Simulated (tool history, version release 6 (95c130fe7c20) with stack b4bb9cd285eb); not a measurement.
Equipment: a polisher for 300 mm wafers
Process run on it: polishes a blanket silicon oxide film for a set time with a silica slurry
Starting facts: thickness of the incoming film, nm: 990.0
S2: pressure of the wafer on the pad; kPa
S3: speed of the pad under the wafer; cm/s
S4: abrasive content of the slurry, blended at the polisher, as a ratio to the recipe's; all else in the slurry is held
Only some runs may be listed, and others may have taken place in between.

run 1 hour=0.0 | flow_of_slurry_(ml/min)=200 S2=31.0 S3=94 S4=1.0 polishing_time_(s)=23 | film_removed_(Å)=625.11
run 2 hour=3.4 | flow_of_slurry_(ml/min)=200 S2=29.6 S3=94 S4=1.0 polishing_time_(s)=23 | film_removed_(Å)=589.61
run 3 hour=4.3 | flow_of_slurry_(ml/min)=200 S2=29.0 S3=94 S4=1.0 polishing_time_(s)=23 | film_removed_(Å)=597.16
run 4 hour=7.1 | flow_of_slurry_(ml/min)=180 S2=29.0 S3=94 S4=1.0 polishing_time_(s)=23 | film_removed_(Å)=583.70
run 5 hour=10.6 | flow_of_slurry_(ml/min)=200 S2=29.0 S3=94 S4=1.0 polishing_time_(s)=23 | film_removed_(Å)=591.47
run 6 hour=18.2 | flow_of_slurry_(ml/min)=200 S2=27.6 S3=94 S4=1.0 polishing_time_(s)=23 | film_removed_(Å)=571.70
run 7 hour=20.2 | flow_of_slurry_(ml/min)=200 S2=26.9 S3=94 S4=1.0 polishing_time_(s)=23 | film_removed_(Å)=558.00
run 8 hour=23.3 | flow_of_slurry_(ml/min)=200 S2=26.2 S3=94 S4=1.0 polishing_time_(s)=23 | film_removed_(Å)=544.86
-- hour=29.2 conditioning disc replaced and pad reconditioned
run 9 hour=29.2 | flow_of_slurry_(ml/min)=200 S2=25.5 S3=94 S4=1.0 polishing_time_(s)=23 | film_removed_(Å)=663.87
run 10 hour=36.7 | flow_of_slurry_(ml/min)=195 S2=27.6 S3=94 S4=1.0 polishing_time_(s)=23 | film_removed_(Å)=712.96
run 11 hour=43.3 | flow_of_slurry_(ml/min)=210 S2=27.6 S3=94 S4=1.0 polishing_time_(s)=23 | film_removed_(Å)=719.54

What does the tool deliver on the next run?
run 12 hour=51.5 | flow_of_slurry_(ml/min)=200 S2=27.6 S3=94 S4=1.0 polishing_time_(s)=23 | film_removed_(Å)=?

film removed (Å): 711.76
